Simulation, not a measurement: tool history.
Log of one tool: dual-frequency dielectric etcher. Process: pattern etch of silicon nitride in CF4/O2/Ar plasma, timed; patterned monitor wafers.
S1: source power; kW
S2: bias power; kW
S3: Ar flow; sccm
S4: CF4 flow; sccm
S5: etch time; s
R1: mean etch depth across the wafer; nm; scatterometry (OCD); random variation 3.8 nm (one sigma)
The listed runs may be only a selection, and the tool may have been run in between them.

run    day    S1     S2  S3   S4   S5      R1
  1      0  0.66  0.051  79  114  380  975.05
  2  0.167  0.66  0.051  72  114  380  985.51
  3  0.462  0.62  0.051  72  114  380   944.4
  4  0.508  0.62  0.051  64  114  380  971.92
  5  0.729  0.62  0.051  64  114  350  878.06
  6  0.992  0.62  0.051  64  131  350  902.35
  7  1.154  0.59  0.051  64  131  350  876.94

Run 8 comes next. What will it give?
  8  1.25  0.56  0.051  64  131  350   ?

Run 8 measured R1 855.72 nm.
